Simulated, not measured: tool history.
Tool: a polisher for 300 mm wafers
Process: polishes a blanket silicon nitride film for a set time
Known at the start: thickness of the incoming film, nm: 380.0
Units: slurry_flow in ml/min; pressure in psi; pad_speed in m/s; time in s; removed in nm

run	hour	slurry_flow	pressure	pad_speed	time	removed
1	0.0	315	4.0	1.08	91	166.380
2	9.0	315	4.0	1.08	96	173.570
3	17.0	315	3.3	1.08	96	144.100
4	25.0	315	3.1	1.08	96	137.680
5	28.7	395	3.1	1.08	96	139.120
6	30.7	395	3.0	1.08	96	135.430
7	33.7	395	2.9	1.08	96	129.870
8	38.8	395	1.9	1.06	96	86.333

The next listed run, before its measurement:
9	45.7	395	2.0	1.06	96	?

removed: 89.698 nm
